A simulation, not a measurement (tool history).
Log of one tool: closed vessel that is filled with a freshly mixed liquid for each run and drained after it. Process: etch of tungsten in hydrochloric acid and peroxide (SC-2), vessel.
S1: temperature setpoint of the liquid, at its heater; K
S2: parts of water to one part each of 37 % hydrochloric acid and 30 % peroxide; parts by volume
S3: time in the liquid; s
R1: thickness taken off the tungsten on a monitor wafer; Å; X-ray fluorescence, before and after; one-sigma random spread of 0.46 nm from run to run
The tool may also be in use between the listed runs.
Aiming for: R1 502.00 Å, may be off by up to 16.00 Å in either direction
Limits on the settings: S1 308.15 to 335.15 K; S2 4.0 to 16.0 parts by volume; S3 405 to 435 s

run	hour	S1	S2	S3	R1
1	0.0	319.15	9.0	405	765.28
2	2.1	319.15	11.5	405	627.76
3	6.8	314.15	11.5	405	439.84
4	13.6	314.15	11.5	405	442.26
5	17.3	314.15	11.5	435	481.57
6	22.7	314.15	13.0	435	429.01
7	24.3	314.65	13.0	435	441.47
8	25.7	315.15	13.0	435	455.80
9	32.7	315.65	13.0	435	477.40

Exercise: of the 5 proposed moves below, exactly one satisfies all targets within the stated allowed misses. Which move is it?
A	39.7	317.15	13.5	430	?
B	39.7	315.15	13.0	405	?
C	39.7	312.15	10.0	405	?
D	39.7	314.15	12.5	435	?
E	39.7	317.15	13.0	435	?

move	R1
A	499.80
B	422.97
C	425.98
D	437.82
E	522.21
A: meets every target
B: the biggest miss grows against the last run
C: the biggest miss grows against the last run
D: the biggest miss grows against the last run
E: takes the biggest miss from the last run beyond its target
The move that meets every target is A.
